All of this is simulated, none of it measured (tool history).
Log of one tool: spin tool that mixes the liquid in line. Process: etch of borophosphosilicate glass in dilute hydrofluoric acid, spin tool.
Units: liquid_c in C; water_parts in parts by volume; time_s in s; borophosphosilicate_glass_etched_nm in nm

run	hour	liquid_c	water_parts	time_s	borophosphosilicate_glass_etched_nm
1	0	24	105	15	10.642
2	7.9	24	80	15	14.492
3	14.8	25.5	80	15	15.225
4	16.3	25.5	80	15	15.233
5	22.7	25.5	100	15	12.022
6	31.4	25.5	85	15	14.301
7	32.1	27	85	15	15.159
8	33.2	28	85	15	15.932
9	38.8	29	85	15	16.344
10	47.1	29.5	85	15	16.742
11	51	30	85	15	17.311
12	55.5	30.5	85	15	17.322

The next listed run, before its measurement:
13	58.6	31	85	15	?

{"run 13": {"borophosphosilicate_glass_etched_nm": 17.584}}
